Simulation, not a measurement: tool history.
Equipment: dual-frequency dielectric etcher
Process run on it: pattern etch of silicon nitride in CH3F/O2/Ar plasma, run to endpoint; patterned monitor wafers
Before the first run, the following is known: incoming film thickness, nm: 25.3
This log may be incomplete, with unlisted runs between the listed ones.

run    day  source power (kW)  bias power (kW)  endpoint time (s)
  1      0               0.32            0.083             38.667
  2  0.175               0.29             0.08             40.826
  3  0.288               0.31             0.08              40.09
  4  0.604               0.31            0.068             41.424
  5  0.738               0.31             0.08             39.624
  6    1.1               0.29            0.078             41.275

For run 7, what comes out?
  7  1.362               0.29            0.078                  ?

endpoint time (s): 40.912
